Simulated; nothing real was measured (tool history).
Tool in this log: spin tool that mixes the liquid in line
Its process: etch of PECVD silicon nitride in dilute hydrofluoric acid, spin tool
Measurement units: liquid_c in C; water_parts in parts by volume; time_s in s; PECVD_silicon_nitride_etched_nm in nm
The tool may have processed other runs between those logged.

| run | day | liquid_c | water_parts | time_s | PECVD_silicon_nitride_etched_nm |
|---|---|---|---|---|---|
| 1 | 0.000 | 22.0 | 190 | 45 | 0.43380 |
| 2 | 0.100 | 22.0 | 255 | 45 | 0.32908 |
| 3 | 0.221 | 22.0 | 255 | 25 | 0.18177 |
| 4 | 0.433 | 22.0 | 255 | 25 | 0.18274 |
| 5 | 0.546 | 22.5 | 255 | 25 | 0.18491 |
| 6 | 0.750 | 22.5 | 255 | 25 | 0.18687 |

For run 7, what comes out?
| 7 | 0.800 | 22.0 | 250 | 25 | ? |

PECVD_silicon_nitride_etched_nm: 0.18285 nm
